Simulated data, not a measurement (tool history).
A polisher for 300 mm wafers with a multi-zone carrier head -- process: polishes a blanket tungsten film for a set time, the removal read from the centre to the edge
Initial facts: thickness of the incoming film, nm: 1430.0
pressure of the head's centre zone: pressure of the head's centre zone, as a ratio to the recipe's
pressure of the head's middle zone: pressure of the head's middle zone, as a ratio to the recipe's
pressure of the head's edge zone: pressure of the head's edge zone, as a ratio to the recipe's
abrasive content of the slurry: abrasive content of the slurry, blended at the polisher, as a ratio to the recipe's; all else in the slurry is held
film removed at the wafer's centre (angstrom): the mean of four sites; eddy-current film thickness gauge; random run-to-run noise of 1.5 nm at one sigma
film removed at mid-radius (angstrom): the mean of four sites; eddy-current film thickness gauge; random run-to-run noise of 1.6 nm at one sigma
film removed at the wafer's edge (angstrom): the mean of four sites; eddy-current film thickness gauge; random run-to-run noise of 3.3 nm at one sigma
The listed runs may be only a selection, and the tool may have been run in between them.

run  hour  flow of slurry (ml/min)  pressure of the head's centre zone  pressure of the head's middle zone  pressure of the head's edge zone  abrasive content of the slurry  polishing time (s)  film removed at the wafer's centre (angstrom)  film removed at mid-radius (angstrom)  film removed at the wafer's edge (angstrom)
  1   0.0                      125                                1.00                                1.00                              1.00                            1.00                  79                                         4506.3                                 4723.5                                       4751.8
  2   6.8                      125                                1.06                                1.00                              1.00                            1.00                  79                                         4799.6                                 4709.7                                       4853.8
  3   9.5                      120                                1.03                                0.98                              0.97                            0.90                  73                                         4195.0                                 4071.2                                       4126.7
  4  16.4                      120                                1.11                                0.98                              0.97                            0.90                  73                                         4477.6                                 4125.0                                       4145.9
  5  20.4                      135                                1.11                                0.98                              0.97                            0.90                  73                                         4610.4                                 4232.5                                       4271.6
  6  25.0                      120                                1.11                                0.98                              0.97                            0.90                  73                                         4444.7                                 4128.4                                       4141.1

Run 7, settings as shown, results not yet in. Your forecast:
  7  25.9                      115                                1.06                                0.97                              0.96                            0.85                  69                                              ?                                      ?                                            ?

Logged for run 7: film removed at the wafer's centre (angstrom) 3922.6, film removed at mid-radius (angstrom) 3705.7, film removed at the wafer's edge (angstrom) 3884.8.
